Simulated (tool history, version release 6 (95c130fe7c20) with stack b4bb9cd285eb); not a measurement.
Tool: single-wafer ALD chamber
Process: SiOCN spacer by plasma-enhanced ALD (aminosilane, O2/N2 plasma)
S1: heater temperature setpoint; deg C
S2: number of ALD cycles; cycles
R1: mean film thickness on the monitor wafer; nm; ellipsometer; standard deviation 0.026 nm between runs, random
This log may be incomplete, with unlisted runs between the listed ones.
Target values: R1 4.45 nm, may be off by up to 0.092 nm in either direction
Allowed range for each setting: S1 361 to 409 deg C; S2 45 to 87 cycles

run 1 hour=0 | S1=385 S2=66 | R1=3.9493
run 2 hour=3.1 | S1=380 S2=66 | R1=3.9369
run 3 hour=5.7 | S1=390 S2=66 | R1=3.9803
run 4 hour=12.2 | S1=390 S2=68 | R1=4.0884
run 5 hour=20.8 | S1=390 S2=63 | R1=3.7916
run 6 hour=26.6 | S1=400 S2=63 | R1=3.7489
run 7 hour=30.9 | S1=400 S2=66 | R1=3.9493
run 8 hour=36.9 | S1=400 S2=68 | R1=4.0508
run 9 hour=38.2 | S1=400 S2=70 | R1=4.1873
run 10 hour=40 | S1=400 S2=71 | R1=4.2128
run 11 hour=40.9 | S1=400 S2=72 | R1=4.2847
run 12 hour=47 | S1=400 S2=73 | R1=4.32

Which of these 5 next moves meets every target?
run A hour=53.1 | S1=396 S2=69 | R1=?
run B hour=53.1 | S1=402 S2=72 | R1=?
run C hour=53.1 | S1=409 S2=77 | R1=?
run D hour=53.1 | S1=401 S2=70 | R1=?
run E hour=53.1 | S1=386 S2=70 | R1=?

move=A R1=4.126
move=B R1=4.2396
move=C R1=4.4466
move=D R1=4.1332
move=E R1=4.1858
A: further off than the last run
B: further off than the last run
C: in spec on every target
D: further off than the last run
E: further off than the last run
So the answer is move C, the one that meets all the targets.

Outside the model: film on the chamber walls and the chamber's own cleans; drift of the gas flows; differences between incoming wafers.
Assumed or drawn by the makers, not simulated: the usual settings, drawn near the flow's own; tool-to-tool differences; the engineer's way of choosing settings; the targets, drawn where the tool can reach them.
